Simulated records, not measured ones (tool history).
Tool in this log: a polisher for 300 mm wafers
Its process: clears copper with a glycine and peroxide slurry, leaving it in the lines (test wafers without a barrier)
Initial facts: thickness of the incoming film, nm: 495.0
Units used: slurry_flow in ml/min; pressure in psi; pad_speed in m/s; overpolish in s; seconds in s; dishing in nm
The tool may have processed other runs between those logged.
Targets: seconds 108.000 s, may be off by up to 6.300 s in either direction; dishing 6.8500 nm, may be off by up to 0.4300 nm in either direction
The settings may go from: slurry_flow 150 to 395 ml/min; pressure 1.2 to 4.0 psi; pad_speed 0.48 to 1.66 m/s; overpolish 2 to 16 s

{"run": 1, "hour": 0.0, "slurry_flow": 250, "pressure": 2.6, "pad_speed": 1.06, "overpolish": 8, "seconds": 80.772, "dishing": 35.273}
{"run": 2, "hour": 8.3, "slurry_flow": 250, "pressure": 2.6, "pad_speed": 1.06, "overpolish": 11, "seconds": 79.682, "dishing": 43.581}
{"run": 3, "hour": 16.3, "slurry_flow": 250, "pressure": 2.6, "pad_speed": 1.32, "overpolish": 11, "seconds": 67.26, "dishing": 50.388}
{"run": 4, "hour": 19.3, "slurry_flow": 250, "pressure": 2.6, "pad_speed": 1.16, "overpolish": 11, "seconds": 73.865, "dishing": 46.945}
{"run": 5, "hour": 26.0, "slurry_flow": 250, "pressure": 2.6, "pad_speed": 1.3, "overpolish": 11, "seconds": 68.16, "dishing": 50.216}
{"run": 6, "hour": 26.9, "slurry_flow": 230, "pressure": 2.4, "pad_speed": 1.22, "overpolish": 9, "seconds": 79.61, "dishing": 36.939}
{"run": 7, "hour": 30.5, "slurry_flow": 215, "pressure": 2.2, "pad_speed": 1.2, "overpolish": 8, "seconds": 84.281, "dishing": 31.18}
{"run": 8, "hour": 35.9, "slurry_flow": 150, "pressure": 1.5, "pad_speed": 0.9, "overpolish": 4, "seconds": 144.31, "dishing": 10.169}

Which of these 4 next moves meets every target?
{"run": "A", "hour": 41.3, "slurry_flow": 195, "pressure": 1.7, "pad_speed": 0.94, "overpolish": 2, "seconds": "?", "dishing": "?"}
{"run": "B", "hour": 41.3, "slurry_flow": 150, "pressure": 1.2, "pad_speed": 0.78, "overpolish": 8, "seconds": "?", "dishing": "?"}
{"run": "C", "hour": 41.3, "slurry_flow": 165, "pressure": 1.9, "pad_speed": 1.04, "overpolish": 2, "seconds": "?", "dishing": "?"}
{"run": "D", "hour": 41.3, "slurry_flow": 160, "pressure": 1.8, "pad_speed": 0.94, "overpolish": 2, "seconds": "?", "dishing": "?"}

move=A seconds=120.160 dishing=6.0664
move=B seconds=175.690 dishing=15.9480
move=C seconds=106.030 dishing=6.8575
move=D seconds=118.420 dishing=6.1556
A: moves the result that the last run missed by most past its target, out the other side
B: further off than the last run
C: each result inside its tolerance
D: moves the result that the last run missed by most past its target, out the other side
Correct choice: C, which meets every target
